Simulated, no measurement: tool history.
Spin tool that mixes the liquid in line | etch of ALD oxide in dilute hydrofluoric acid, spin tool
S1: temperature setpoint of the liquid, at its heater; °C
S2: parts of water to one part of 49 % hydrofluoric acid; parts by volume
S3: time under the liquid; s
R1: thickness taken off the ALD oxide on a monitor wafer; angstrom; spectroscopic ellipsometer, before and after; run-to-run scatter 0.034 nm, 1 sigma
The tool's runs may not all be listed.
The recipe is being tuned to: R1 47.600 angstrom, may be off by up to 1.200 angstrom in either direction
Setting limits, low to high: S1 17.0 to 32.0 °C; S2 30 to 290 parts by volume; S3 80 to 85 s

run,hour,S1,S2,S3,R1
1,0.0,24.0,160,80,71.177
2,7.4,22.5,165,80,64.636
3,13.3,22.5,165,80,64.793
4,14.0,22.5,165,80,65.030
5,19.6,21.5,170,80,60.227
6,27.6,20.5,170,80,58.009
7,31.8,20.0,170,80,56.613
8,34.6,19.5,170,80,55.758
9,38.6,19.0,170,80,54.407
10,46.6,18.5,170,80,53.519

Exactly one of the 5 candidate moves below puts every result within its allowed miss. Which one?
A,54.6,17.0,180,80,?
B,54.6,18.5,175,80,?
C,54.6,18.0,140,80,?
D,54.6,20.0,215,85,?
E,54.6,17.5,200,85,?

move,R1
A,47.440
B,52.066
C,66.032
D,45.927
E,45.427
A: all results in spec
B: closes in on the targets versus the last run, not all within tolerance yet
C: moves away from the targets compared with the last run
D: carries the result that was furthest off beyond its target, to the other side
E: carries the result that was furthest off beyond its target, to the other side
Go with A: it meets all targets.
